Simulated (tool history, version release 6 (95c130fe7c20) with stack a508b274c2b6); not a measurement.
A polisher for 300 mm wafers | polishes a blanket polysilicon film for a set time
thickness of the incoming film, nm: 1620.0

run	hour	flow of slurry (ml/min)	pressure of the wafer on the pad (kPa)	speed of the pad under the wafer (cm/s)	polishing time (s)	film removed (nm)
1	0.0	130	14.5	98	18	106.72
2	6.0	130	15.2	100	18	113.29
3	6.9	130	15.2	100	18	112.99
4	9.4	130	15.9	102	18	120.51
5	10.4	130	15.9	102	16	107.29
6	18.1	130	16.5	106	16	112.29
7	22.4	130	17.2	112	16	125.05
8	28.6	130	17.9	114	16	130.04

The next listed run, before its measurement:
9	34.5	130	18.6	118	16	?

Run 9 gave film removed (nm) 142.71.
